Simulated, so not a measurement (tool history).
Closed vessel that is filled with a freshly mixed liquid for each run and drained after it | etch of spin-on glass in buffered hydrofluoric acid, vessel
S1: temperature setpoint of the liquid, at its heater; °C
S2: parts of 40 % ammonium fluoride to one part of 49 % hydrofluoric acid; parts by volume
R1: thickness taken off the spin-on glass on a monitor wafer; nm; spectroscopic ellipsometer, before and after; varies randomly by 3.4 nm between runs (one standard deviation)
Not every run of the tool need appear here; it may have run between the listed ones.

run 1 hour=0 | S1=24 S2=10 time_in_the_liquid_(s)=90 | R1=290.54
run 2 hour=7.4 | S1=22 S2=10 time_in_the_liquid_(s)=90 | R1=260.04
run 3 hour=9.4 | S1=22 S2=8.5 time_in_the_liquid_(s)=90 | R1=293.12
run 4 hour=10.1 | S1=22 S2=8.5 time_in_the_liquid_(s)=90 | R1=299.43
run 5 hour=14.3 | S1=22.5 S2=8.5 time_in_the_liquid_(s)=90 | R1=303.08
run 6 hour=16.3 | S1=23 S2=8.5 time_in_the_liquid_(s)=90 | R1=309.66
run 7 hour=24 | S1=23.5 S2=8.5 time_in_the_liquid_(s)=90 | R1=316.98

Run 8 comes next. What will it give?
run 8 hour=29.1 | S1=24 S2=8.5 time_in_the_liquid_(s)=90 | R1=?

{"run 8": {"R1": 325.12}}
